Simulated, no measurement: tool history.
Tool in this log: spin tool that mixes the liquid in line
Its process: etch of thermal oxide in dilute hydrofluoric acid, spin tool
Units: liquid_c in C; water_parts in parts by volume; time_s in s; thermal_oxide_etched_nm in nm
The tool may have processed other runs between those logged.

Run 1, hour 0.0: liquid_c 23.0 C, water_parts 100 parts by volume, time_s 70 s. Result: thermal_oxide_etched_nm 3.4713 nm.
Run 2, hour 7.1: liquid_c 20.5 C, water_parts 100 parts by volume, time_s 70 s. Result: thermal_oxide_etched_nm 3.1268 nm.
Run 3, hour 14.0: liquid_c 20.5 C, water_parts 100 parts by volume, time_s 55 s. Result: thermal_oxide_etched_nm 2.4698 nm.
Run 4, hour 19.0: liquid_c 20.5 C, water_parts 130 parts by volume, time_s 55 s. Result: thermal_oxide_etched_nm 1.8192 nm.
Run 5, hour 27.8: liquid_c 20.5 C, water_parts 130 parts by volume, time_s 55 s. Result: thermal_oxide_etched_nm 1.8286 nm.
Run 6, hour 32.9: liquid_c 18.0 C, water_parts 130 parts by volume, time_s 55 s. Result: thermal_oxide_etched_nm 1.6613 nm.
Run 7, hour 36.0: liquid_c 22.0 C, water_parts 90 parts by volume, time_s 55 s. Result: thermal_oxide_etched_nm 2.9006 nm.

Expected results for the next run?
At hour 39.4: thermometer replaced.
Run 8, hour 39.4: liquid_c 22.0 C, water_parts 90 parts by volume, time_s 55 s. Result: thermal_oxide_etched_nm ?.

{"run 8": {"thermal_oxide_etched_nm": 2.7879}}
